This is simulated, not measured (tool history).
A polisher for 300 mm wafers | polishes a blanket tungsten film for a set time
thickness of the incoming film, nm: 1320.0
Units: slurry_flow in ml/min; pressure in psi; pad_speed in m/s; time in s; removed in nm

run 1 hour=0 | slurry_flow=230 pressure=4.5 pad_speed=1.04 slurry_solids=1 time=38 | removed=163.8
run 2 hour=6.8 | slurry_flow=230 pressure=5.4 pad_speed=1.04 slurry_solids=1 time=38 | removed=192.68
run 3 hour=8.5 | slurry_flow=230 pressure=6.5 pad_speed=1.04 slurry_solids=1 time=38 | removed=238.1
run 4 hour=13.1 | slurry_flow=230 pressure=6.1 pad_speed=1.04 slurry_solids=1 time=38 | removed=222.29
run 5 hour=13.6 | slurry_flow=230 pressure=5.8 pad_speed=1.04 slurry_solids=1 time=38 | removed=209.18
run 6 hour=22.3 | slurry_flow=230 pressure=5.8 pad_speed=1.04 slurry_solids=1 time=34 | removed=185.46
run 7 hour=24.5 | slurry_flow=230 pressure=5.8 pad_speed=1.04 slurry_solids=1 time=34 | removed=188.04
-- hour=32.9 worn pad replaced by a new one
run 8 hour=32.9 | slurry_flow=230 pressure=5.6 pad_speed=1.04 slurry_solids=1 time=34 | removed=206.69
run 9 hour=34.8 | slurry_flow=230 pressure=5.3 pad_speed=1.04 slurry_solids=1 time=34 | removed=196.19

Run 10 comes next. What will it give?
run 10 hour=38.9 | slurry_flow=230 pressure=5.3 pad_speed=1.04 slurry_solids=1 time=34 | removed=?

{"run 10": {"removed": 196.08}}
